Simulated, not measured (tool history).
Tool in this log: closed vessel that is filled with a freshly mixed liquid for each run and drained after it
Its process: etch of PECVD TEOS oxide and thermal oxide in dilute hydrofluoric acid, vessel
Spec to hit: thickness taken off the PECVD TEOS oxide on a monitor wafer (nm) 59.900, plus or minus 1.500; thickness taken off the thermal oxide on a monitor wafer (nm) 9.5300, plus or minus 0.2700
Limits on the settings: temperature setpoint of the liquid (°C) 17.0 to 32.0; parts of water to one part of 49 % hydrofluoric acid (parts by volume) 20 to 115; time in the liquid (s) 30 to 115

| run | hour | temperature setpoint of the liquid (°C) | parts of water to one part of 49 % hydrofluoric acid (parts by volume) | time in the liquid (s) | thickness taken off the PECVD TEOS oxide on a monitor wafer (nm) | thickness taken off the thermal oxide on a monitor wafer (nm) |
|---|---|---|---|---|---|---|
| 1 | 0.0 | 24.0 | 65 | 60 | 28.850 | 4.6528 |
| 2 | 4.1 | 21.5 | 65 | 60 | 26.024 | 4.1594 |
| 3 | 12.0 | 20.5 | 65 | 60 | 24.838 | 3.9913 |
| 4 | 13.9 | 20.5 | 65 | 75 | 30.928 | 5.0212 |
| 5 | 17.3 | 20.5 | 75 | 75 | 26.861 | 4.2283 |
| 6 | 20.0 | 20.5 | 60 | 75 | 34.378 | 5.4585 |
| 7 | 27.5 | 21.5 | 60 | 75 | 35.440 | 5.6198 |
| 8 | 32.7 | 22.5 | 60 | 75 | 36.907 | 5.8170 |
| 9 | 37.3 | 26.5 | 50 | 75 | 52.559 | 8.4700 |
| 10 | 46.1 | 27.0 | 50 | 75 | 54.186 | 8.5826 |
| 11 | 49.8 | 28.5 | 50 | 75 | 57.667 | 9.0851 |

4 next moves are on the table. One of them brings every result within its allowed miss. Which?
| A | 53.5 | 27.5 | 40 | 60 | ? | ? |
| B | 53.5 | 28.0 | 55 | 85 | ? | ? |
| C | 53.5 | 28.5 | 45 | 70 | ? | ? |
| D | 53.5 | 28.0 | 55 | 95 | ? | ? |

| move | thickness taken off the PECVD TEOS oxide on a monitor wafer (nm) | thickness taken off the thermal oxide on a monitor wafer (nm) |
|---|---|---|
| A | 55.885 | 8.8934 |
| B | 57.471 | 9.1458 |
| C | 59.884 | 9.5298 |
| D | 64.232 | 10.2220 |
A: its largest miss is bigger than the last run's
B: roughly where the last run was
C: every result within its allowed miss
D: moves the result that the last run missed by most past its target, out the other side
The move that meets every target is C.
